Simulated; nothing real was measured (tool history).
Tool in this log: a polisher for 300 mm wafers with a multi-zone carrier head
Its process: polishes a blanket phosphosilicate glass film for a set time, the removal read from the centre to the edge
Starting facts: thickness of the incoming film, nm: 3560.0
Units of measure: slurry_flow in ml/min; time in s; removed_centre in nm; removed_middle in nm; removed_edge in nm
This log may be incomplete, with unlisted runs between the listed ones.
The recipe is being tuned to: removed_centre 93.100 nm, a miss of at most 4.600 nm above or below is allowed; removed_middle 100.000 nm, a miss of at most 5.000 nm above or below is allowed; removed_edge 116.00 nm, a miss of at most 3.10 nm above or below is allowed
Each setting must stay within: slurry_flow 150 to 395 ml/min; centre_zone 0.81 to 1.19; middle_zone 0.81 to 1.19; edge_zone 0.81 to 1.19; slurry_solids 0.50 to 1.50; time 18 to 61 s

run,day,slurry_flow,centre_zone,middle_zone,edge_zone,slurry_solids,time,removed_centre,removed_middle,removed_edge
1,0.000,250,1.00,1.00,1.00,1.00,39,186.700,190.620,191.47
2,0.171,245,0.98,0.98,1.00,0.95,38,172.630,183.630,182.76
3,0.262,240,0.98,0.96,1.02,0.90,36,164.000,164.920,167.80
4,0.521,240,0.98,0.93,1.02,0.90,36,164.920,158.440,165.45
5,0.567,240,0.98,0.93,1.02,0.90,45,196.270,196.190,211.59
6,0.850,230,0.96,0.92,1.04,0.85,43,177.510,176.560,192.33
7,0.946,220,0.94,0.92,1.06,0.80,42,160.250,166.550,178.22
8,1.150,215,0.93,0.91,1.07,0.75,41,149.830,147.360,166.29
9,1.221,210,0.92,0.91,1.07,0.70,40,130.470,135.040,152.18
10,1.588,205,0.91,0.90,1.06,0.70,40,129.790,135.490,153.88
11,1.946,205,0.91,0.90,1.06,0.70,39,125.400,128.610,149.13
12,2.075,210,0.90,0.91,1.04,0.60,37,103.030,106.730,118.84
13,2.117,210,0.89,0.91,1.04,0.60,37,99.512,105.790,117.58
14,2.271,200,0.87,0.89,1.04,0.60,37,99.335,103.320,120.00

5 candidate next runs follow, results not yet known. Just one meets every target within its allowed miss. Identify it.
A,2.425,195,0.84,0.87,1.05,0.65,33,?,?,?
B,2.425,215,0.84,0.92,1.05,0.60,38,?,?,?
C,2.425,180,0.94,0.82,0.96,0.60,36,?,?,?
D,2.425,205,0.95,0.91,0.99,0.60,36,?,?,?
E,2.425,200,1.03,0.90,1.06,0.60,35,?,?,?

move,removed_centre,removed_middle,removed_edge
A,89.578,99.112,116.42
B,96.235,111.270,124.20
C,98.650,92.985,110.74
D,102.350,103.630,113.99
E,107.460,99.381,113.94
A: hits every target within its allowed miss
B: brings the result that was furthest off to its target, and leaves another outside
C: its largest miss is bigger than the last run's
D: its largest miss is bigger than the last run's
E: its largest miss is bigger than the last run's
A meets every target.

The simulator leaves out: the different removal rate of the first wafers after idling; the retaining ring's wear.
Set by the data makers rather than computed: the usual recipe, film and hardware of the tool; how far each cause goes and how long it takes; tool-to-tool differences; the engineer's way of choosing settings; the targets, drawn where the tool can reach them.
